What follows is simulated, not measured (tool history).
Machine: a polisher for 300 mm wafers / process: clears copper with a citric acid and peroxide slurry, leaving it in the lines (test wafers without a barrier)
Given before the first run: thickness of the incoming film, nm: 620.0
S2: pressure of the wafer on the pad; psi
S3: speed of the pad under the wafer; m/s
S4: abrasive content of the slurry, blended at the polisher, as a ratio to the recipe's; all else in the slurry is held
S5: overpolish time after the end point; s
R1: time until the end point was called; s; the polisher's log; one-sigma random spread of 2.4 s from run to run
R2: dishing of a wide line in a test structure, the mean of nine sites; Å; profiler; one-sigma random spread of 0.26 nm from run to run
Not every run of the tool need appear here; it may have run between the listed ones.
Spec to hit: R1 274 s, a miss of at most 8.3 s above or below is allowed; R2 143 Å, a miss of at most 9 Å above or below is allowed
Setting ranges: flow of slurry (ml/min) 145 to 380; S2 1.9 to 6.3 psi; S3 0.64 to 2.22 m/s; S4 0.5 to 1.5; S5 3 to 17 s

Run 1, hour 0: flow of slurry (ml/min) 245, S2 4.1 psi, S3 1.42 m/s, S4 1, S5 9 s. Result: R1 153.65 s, R2 235.54 Å.
Run 2, hour 2.6: flow of slurry (ml/min) 245, S2 4.1 psi, S3 1.42 m/s, S4 1, S5 7 s. Result: R1 154.6 s, R2 188.63 Å.
Run 3, hour 8.8: flow of slurry (ml/min) 245, S2 3.6 psi, S3 1.4 m/s, S4 1, S5 7 s. Result: R1 163.37 s, R2 174.99 Å.
Run 4, hour 12: flow of slurry (ml/min) 245, S2 3.2 psi, S3 1.4 m/s, S4 1, S5 7 s. Result: R1 176.27 s, R2 168.02 Å.
Run 5, hour 14.5: flow of slurry (ml/min) 245, S2 3.2 psi, S3 1.06 m/s, S4 1, S5 7 s. Result: R1 209.77 s, R2 144.43 Å.
Run 6, hour 17.2: flow of slurry (ml/min) 245, S2 3.2 psi, S3 0.84 m/s, S4 1, S5 7 s. Result: R1 246.45 s, R2 127.21 Å.
Run 7, hour 20.7: flow of slurry (ml/min) 235, S2 2.7 psi, S3 0.84 m/s, S4 1, S5 10 s. Result: R1 269.22 s, R2 156.7 Å.
Run 8, hour 23.3: flow of slurry (ml/min) 235, S2 2.6 psi, S3 0.84 m/s, S4 1, S5 10 s. Result: R1 271.37 s, R2 159.34 Å.

Exercise: of the 5 proposed moves below, exactly one satisfies all targets within the stated allowed misses. Which move is it?
Run A, hour 25.9: flow of slurry (ml/min) 185, S2 2.2 psi, S3 0.94 m/s, S4 1.1, S5 8 s. Result: R1 ?, R2 ?.
Run B, hour 25.9: flow of slurry (ml/min) 275, S2 2.8 psi, S3 0.8 m/s, S4 0.85, S5 9 s. Result: R1 ?, R2 ?.
Run C, hour 25.9: flow of slurry (ml/min) 265, S2 2.5 psi, S3 0.7 m/s, S4 1, S5 8 s. Result: R1 ?, R2 ?.
Run D, hour 25.9: flow of slurry (ml/min) 230, S2 2.5 psi, S3 0.86 m/s, S4 0.95, S5 12 s. Result: R1 ?, R2 ?.
Run E, hour 25.9: flow of slurry (ml/min) 235, S2 1.9 psi, S3 0.84 m/s, S4 1.25, S5 8 s. Result: R1 ?, R2 ?.

move      R1      R2
   A   274.7   126.7
   B  274.74  140.92
   C  302.26  116.38
   D  276.36  179.66
   E  298.39  117.54
A: carries the result that was furthest off beyond its target, to the other side
B: in spec on every target
C: carries the result that was furthest off beyond its target, to the other side
D: its largest miss is bigger than the last run's
E: carries the result that was furthest off beyond its target, to the other side
So the answer is move B, the one that meets all the targets.
